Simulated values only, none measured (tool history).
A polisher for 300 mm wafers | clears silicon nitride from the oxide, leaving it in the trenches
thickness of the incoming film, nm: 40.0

run,hour,flow of slurry (ml/min),pressure of the wafer on the pad (psi),speed of the pad under the wafer (cm/s),overpolish time after the end point (s),time until the end point was called (s)
1,0.0,155,2.3,76,28,69.705
2,8.6,155,2.8,76,28,56.135
3,14.8,155,3.0,78,28,53.495
4,19.0,140,3.0,78,28,52.609
5,23.9,140,3.0,78,30,53.849
6,29.9,140,3.1,80,30,51.325
7,38.4,140,3.2,82,30,48.706
8,43.5,140,3.3,86,30,43.763

The next listed run, before its measurement:
9,44.3,140,3.4,88,30,?

time until the end point was called (s): 43.081
